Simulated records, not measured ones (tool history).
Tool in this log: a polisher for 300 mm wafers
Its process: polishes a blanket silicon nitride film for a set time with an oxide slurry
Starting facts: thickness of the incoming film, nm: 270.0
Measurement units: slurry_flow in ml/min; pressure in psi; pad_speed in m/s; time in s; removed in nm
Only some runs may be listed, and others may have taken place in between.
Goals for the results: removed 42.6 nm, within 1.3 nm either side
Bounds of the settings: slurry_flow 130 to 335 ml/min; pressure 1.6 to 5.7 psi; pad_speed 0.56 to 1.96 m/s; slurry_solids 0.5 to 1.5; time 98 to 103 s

run	hour	slurry_flow	pressure	pad_speed	slurry_solids	time	removed
1	0	215	3.6	1.26	1	98	78.407
2	8.6	215	3.2	1.24	1	98	69.074
3	14.9	175	3.2	1.24	1	98	66.477
4	21.8	175	2.7	1.24	1	98	56.947
5	29.1	175	2.7	1.24	1	98	56.461
6	35.9	175	2.7	1.24	1.2	98	63.297
7	37.6	170	2.5	1.22	1.2	98	58.173
8	44.5	165	2.3	1.22	1.2	98	53.656
9	51.2	165	2.2	1.22	1.2	98	51.591
10	52.7	165	2.1	1.22	1.2	98	49.995
11	57.4	165	2	1.22	1.2	98	47.368
12	63.8	165	1.9	1.22	1.2	98	45.024
13	69.8	160	1.7	1.22	1.2	98	40.648

Pick the move, out of 5, that brings all results within their allowed miss; only one does.
A	75.8	130	1.7	1.28	1.15	98	?
B	75.8	155	1.7	1.24	1.15	99	?
C	75.8	145	1.8	1.1	1.1	103	?
D	75.8	165	1.6	1.38	1.2	98	?
E	75.8	195	1.6	1.24	1.15	98	?

move	removed
A	39.093
B	40.029
C	38.281
D	42.368
E	39.061
A: further off than the last run
B: further off than the last run
C: further off than the last run
D: hits every target within its allowed miss
E: further off than the last run
Answer: D
